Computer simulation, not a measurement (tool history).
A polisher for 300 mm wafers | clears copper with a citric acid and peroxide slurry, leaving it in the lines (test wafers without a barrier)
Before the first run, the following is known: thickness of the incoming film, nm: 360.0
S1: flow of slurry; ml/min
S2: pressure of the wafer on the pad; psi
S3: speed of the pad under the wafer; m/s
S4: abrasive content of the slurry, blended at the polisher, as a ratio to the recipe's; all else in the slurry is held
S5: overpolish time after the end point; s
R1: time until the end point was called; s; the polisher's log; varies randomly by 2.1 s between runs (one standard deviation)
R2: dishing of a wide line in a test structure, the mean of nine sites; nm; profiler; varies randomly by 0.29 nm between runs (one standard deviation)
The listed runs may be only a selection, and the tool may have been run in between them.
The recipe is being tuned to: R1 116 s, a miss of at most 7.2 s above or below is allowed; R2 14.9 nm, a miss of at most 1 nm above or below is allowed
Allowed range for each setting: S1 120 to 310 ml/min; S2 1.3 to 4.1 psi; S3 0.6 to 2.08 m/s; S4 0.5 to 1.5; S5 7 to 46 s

Run 1, day 0: S1 200 ml/min, S2 2.7 psi, S3 1.34 m/s, S4 1, S5 24 s. Result: R1 154.56 s, R2 26.546 nm.
Run 2, day 0.125: S1 200 ml/min, S2 2.6 psi, S3 1.42 m/s, S4 1, S5 22 s. Result: R1 152.44 s, R2 24.583 nm.
Run 3, day 0.271: S1 205 ml/min, S2 2.5 psi, S3 1.5 m/s, S4 1.05, S5 20 s. Result: R1 149.39 s, R2 24.172 nm.
Run 4, day 0.454: S1 205 ml/min, S2 2.5 psi, S3 1.5 m/s, S4 1.05, S5 10 s. Result: R1 152 s, R2 14.662 nm.
Run 5, day 0.75: S1 205 ml/min, S2 2.6 psi, S3 1.5 m/s, S4 1.05, S5 10 s. Result: R1 146.79 s, R2 14.839 nm.
Run 6, day 1.079: S1 205 ml/min, S2 2.6 psi, S3 1.5 m/s, S4 1.05, S5 7 s. Result: R1 145.22 s, R2 11.1 nm.
Run 7, day 1.133: S1 205 ml/min, S2 2.6 psi, S3 1.52 m/s, S4 1.05, S5 7 s. Result: R1 141.74 s, R2 10.822 nm.
Run 8, day 1.475: S1 205 ml/min, S2 2.6 psi, S3 1.54 m/s, S4 1.05, S5 7 s. Result: R1 145.31 s, R2 11.339 nm.
Run 9, day 1.733: S1 205 ml/min, S2 2.6 psi, S3 1.56 m/s, S4 1.05, S5 7 s. Result: R1 142.8 s, R2 11.504 nm.
Run 10, day 2.017: S1 205 ml/min, S2 2.6 psi, S3 1.58 m/s, S4 1.05, S5 7 s. Result: R1 135.93 s, R2 11.569 nm.
Run 11, day 2.171: S1 210 ml/min, S2 2.7 psi, S3 1.6 m/s, S4 1.15, S5 9 s. Result: R1 133.02 s, R2 14.912 nm.

Which of these 4 next moves meets every target?
Run A, day 2.325: S1 210 ml/min, S2 2.5 psi, S3 1.54 m/s, S4 1.35, S5 10 s. Result: R1 ?, R2 ?.
Run B, day 2.325: S1 250 ml/min, S2 3 psi, S3 1.62 m/s, S4 1, S5 8 s. Result: R1 ?, R2 ?.
Run C, day 2.325: S1 200 ml/min, S2 3.1 psi, S3 1.58 m/s, S4 1.2, S5 7 s. Result: R1 ?, R2 ?.
Run D, day 2.325: S1 215 ml/min, S2 2.7 psi, S3 1.68 m/s, S4 1.05, S5 8 s. Result: R1 ?, R2 ?.

move      R1      R2
   A   141.9  15.137
   B  119.12  14.662
   C   116.6  13.394
   D  129.94  13.614
A: its largest miss is bigger than the last run's
B: in spec on every target
C: brings the last run's worst result on target, with another outside its allowed miss
D: nearer the targets than the last run, but a result is still out of spec
B is the move that brings every result within its allowed miss.
